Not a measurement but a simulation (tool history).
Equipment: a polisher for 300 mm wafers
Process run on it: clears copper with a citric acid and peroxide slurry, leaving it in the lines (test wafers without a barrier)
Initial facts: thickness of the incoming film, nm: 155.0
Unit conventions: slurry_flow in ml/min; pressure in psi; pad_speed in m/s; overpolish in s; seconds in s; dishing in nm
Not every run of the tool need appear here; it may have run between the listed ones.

{"run": 1, "day": 0.0, "slurry_flow": 280, "pressure": 2.0, "pad_speed": 0.94, "slurry_solids": 1.0, "overpolish": 23, "seconds": 121.04, "dishing": 23.404}
{"run": 2, "day": 0.083, "slurry_flow": 280, "pressure": 2.0, "pad_speed": 0.94, "slurry_solids": 1.0, "overpolish": 16, "seconds": 120.91, "dishing": 17.058}
{"run": 3, "day": 0.262, "slurry_flow": 280, "pressure": 1.7, "pad_speed": 0.94, "slurry_solids": 1.0, "overpolish": 16, "seconds": 143.24, "dishing": 14.929}
{"run": 4, "day": 0.538, "slurry_flow": 275, "pressure": 1.8, "pad_speed": 0.94, "slurry_solids": 1.0, "overpolish": 20, "seconds": 134.62, "dishing": 18.829}
{"run": 5, "day": 0.625, "slurry_flow": 240, "pressure": 1.8, "pad_speed": 0.94, "slurry_solids": 1.0, "overpolish": 20, "seconds": 138.05, "dishing": 19.013}
{"run": 6, "day": 0.825, "slurry_flow": 230, "pressure": 1.9, "pad_speed": 0.94, "slurry_solids": 1.0, "overpolish": 23, "seconds": 130.94, "dishing": 21.865}
{"run": 7, "day": 1.071, "slurry_flow": 225, "pressure": 1.9, "pad_speed": 0.94, "slurry_solids": 1.0, "overpolish": 25, "seconds": 132.19, "dishing": 23.535}

The next listed run, before its measurement:
{"run": 8, "day": 1.221, "slurry_flow": 230, "pressure": 1.9, "pad_speed": 0.94, "slurry_solids": 1.0, "overpolish": 27, "seconds": "?", "dishing": "?"}

{"run 8": {"seconds": 132.92, "dishing": 24.451}}

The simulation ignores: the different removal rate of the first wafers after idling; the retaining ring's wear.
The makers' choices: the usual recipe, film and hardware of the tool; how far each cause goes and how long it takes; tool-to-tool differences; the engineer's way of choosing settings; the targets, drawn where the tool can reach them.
